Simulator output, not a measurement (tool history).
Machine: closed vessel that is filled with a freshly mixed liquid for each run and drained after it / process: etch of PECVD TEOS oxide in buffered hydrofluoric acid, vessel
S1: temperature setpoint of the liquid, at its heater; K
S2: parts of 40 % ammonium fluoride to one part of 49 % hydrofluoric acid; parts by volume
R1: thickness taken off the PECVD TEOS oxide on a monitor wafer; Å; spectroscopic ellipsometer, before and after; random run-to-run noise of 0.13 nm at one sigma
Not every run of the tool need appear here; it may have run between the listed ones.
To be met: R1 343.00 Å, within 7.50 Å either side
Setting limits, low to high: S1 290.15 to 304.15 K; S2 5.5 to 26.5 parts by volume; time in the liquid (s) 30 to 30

{"run": 1, "hour": 0.0, "S1": 296.15, "S2": 16.0, "time in the liquid (s)": 30, "R1": 240.34}
{"run": 2, "hour": 6.0, "S1": 297.15, "S2": 16.0, "time in the liquid (s)": 30, "R1": 253.62}
{"run": 3, "hour": 7.4, "S1": 297.65, "S2": 16.0, "time in the liquid (s)": 30, "R1": 261.57}
{"run": 4, "hour": 13.8, "S1": 298.15, "S2": 16.0, "time in the liquid (s)": 30, "R1": 269.35}
{"run": 5, "hour": 14.9, "S1": 298.15, "S2": 16.0, "time in the liquid (s)": 30, "R1": 268.71}
{"run": 6, "hour": 19.4, "S1": 298.15, "S2": 18.0, "time in the liquid (s)": 30, "R1": 238.61}
{"run": 7, "hour": 26.9, "S1": 299.15, "S2": 18.0, "time in the liquid (s)": 30, "R1": 254.38}
{"run": 8, "hour": 35.4, "S1": 303.15, "S2": 18.0, "time in the liquid (s)": 30, "R1": 312.69}
{"run": 9, "hour": 43.7, "S1": 303.65, "S2": 17.5, "time in the liquid (s)": 30, "R1": 331.65}
{"hour": 49.4, "done": "thermometer replaced"}
{"run": 10, "hour": 49.4, "S1": 304.15, "S2": 17.5, "time in the liquid (s)": 30, "R1": 365.82}

4 candidate next runs follow, results not yet known. Just one meets every target within its allowed miss. Identify it.
{"run": "A", "hour": 55.1, "S1": 304.15, "S2": 20.0, "time in the liquid (s)": 30, "R1": "?"}
{"run": "B", "hour": 55.1, "S1": 304.15, "S2": 15.5, "time in the liquid (s)": 30, "R1": "?"}
{"run": "C", "hour": 55.1, "S1": 304.15, "S2": 19.5, "time in the liquid (s)": 30, "R1": "?"}
{"run": "D", "hour": 55.1, "S1": 303.65, "S2": 18.0, "time in the liquid (s)": 30, "R1": "?"}

move=A R1=318.28
move=B R1=408.73
move=C R1=326.29
move=D R1=343.83
A: moves the result that the last run missed by most past its target, out the other side
B: lands further from the targets than the last run did
C: moves the result that the last run missed by most past its target, out the other side
D: each result inside its tolerance
Correct choice: D, which meets every target
